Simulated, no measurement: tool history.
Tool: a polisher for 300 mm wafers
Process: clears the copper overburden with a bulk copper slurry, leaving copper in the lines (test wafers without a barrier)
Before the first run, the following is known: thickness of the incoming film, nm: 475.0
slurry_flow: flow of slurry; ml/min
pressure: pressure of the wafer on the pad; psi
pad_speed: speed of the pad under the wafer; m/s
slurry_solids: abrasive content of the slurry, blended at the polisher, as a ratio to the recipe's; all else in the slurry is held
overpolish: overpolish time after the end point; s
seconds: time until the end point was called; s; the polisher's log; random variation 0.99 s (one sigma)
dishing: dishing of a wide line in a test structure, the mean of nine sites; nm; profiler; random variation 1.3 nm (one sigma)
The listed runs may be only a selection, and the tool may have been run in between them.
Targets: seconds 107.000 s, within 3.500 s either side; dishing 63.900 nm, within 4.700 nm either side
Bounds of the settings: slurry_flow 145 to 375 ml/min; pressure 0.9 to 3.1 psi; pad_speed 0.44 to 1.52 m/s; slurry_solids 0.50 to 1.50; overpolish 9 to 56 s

run,day,slurry_flow,pressure,pad_speed,slurry_solids,overpolish,seconds,dishing
1,0.000,240,2.0,0.98,1.00,29,76.087,71.223
2,0.267,240,1.9,0.98,1.00,30,80.124,71.638
3,0.500,240,1.9,0.98,1.00,40,80.659,73.272
4,0.550,240,1.8,0.98,1.00,39,84.737,73.675
5,0.796,240,1.7,0.98,1.00,37,88.840,69.824
6,1.158,240,1.7,1.08,1.00,37,81.606,70.766
7,1.429,240,1.6,1.08,1.00,38,85.242,71.263
8,1.592,235,1.1,1.08,1.00,36,124.450,57.822
9,1.700,240,1.1,1.08,1.00,37,122.090,56.238
10,1.825,245,1.1,1.08,1.00,39,121.530,58.579
11,1.871,250,1.1,1.08,1.00,40,123.440,61.161
12,2.088,250,1.4,1.08,1.00,38,98.448,66.088
13,2.158,245,1.4,1.08,1.00,39,98.307,68.185
14,2.417,240,1.4,1.08,1.00,39,97.394,68.857
# day 2.579: slurry nozzle cleaned
15,2.579,245,1.3,1.08,1.00,38,100.310,66.257
16,2.612,240,1.3,1.08,1.00,38,102.020,67.501
17,2.950,245,1.3,1.08,1.00,38,101.920,64.166

Consider the 4 candidate settings below. Which is the only one whose results all fall within their allowed miss of target?
A,3.288,250,1.2,1.14,1.50,35,?,?
B,3.288,345,1.7,0.94,0.70,31,?,?
C,3.288,290,1.3,1.00,1.00,41,?,?
D,3.288,275,1.3,1.14,1.15,35,?,?

move,seconds,dishing
A,94.121,63.463
B,93.709,64.524
C,107.050,64.942
D,91.780,64.860
A: misses by more than the last run did
B: misses by more than the last run did
C: meets every target
D: misses by more than the last run did
C meets every target.
